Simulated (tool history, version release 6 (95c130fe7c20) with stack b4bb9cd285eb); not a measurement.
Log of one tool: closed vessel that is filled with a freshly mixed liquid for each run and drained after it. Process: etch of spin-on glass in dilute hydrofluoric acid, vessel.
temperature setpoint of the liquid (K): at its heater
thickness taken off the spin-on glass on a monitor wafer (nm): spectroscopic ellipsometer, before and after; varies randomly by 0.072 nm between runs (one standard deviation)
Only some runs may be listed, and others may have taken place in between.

| run | day | temperature setpoint of the liquid (K) | parts of water to one part of 49 % hydrofluoric acid (parts by volume) | time in the liquid (s) | thickness taken off the spin-on glass on a monitor wafer (nm) |
|---|---|---|---|---|---|
| 1 | 0 | 297.15 | 190 | 30 | 4.865 |
| 2 | 0.146 | 294.65 | 190 | 30 | 4.4636 |
| 3 | 0.417 | 297.15 | 175 | 30 | 5.399 |
| 4 | 0.621 | 297.15 | 200 | 30 | 4.5514 |
| 5 | 0.775 | 297.15 | 200 | 30 | 4.5759 |
| 6 | 1.112 | 299.15 | 185 | 30 | 5.4414 |
| 7 | 1.475 | 300.65 | 175 | 30 | 6.0624 |
| 8 | 1.667 | 300.65 | 175 | 30 | 6.1277 |

Predict the results of run 9:
| 9 | 1.817 | 301.65 | 165 | 30 | ? |

For run 9 the tool returned thickness taken off the spin-on glass on a monitor wafer (nm) 6.7811.
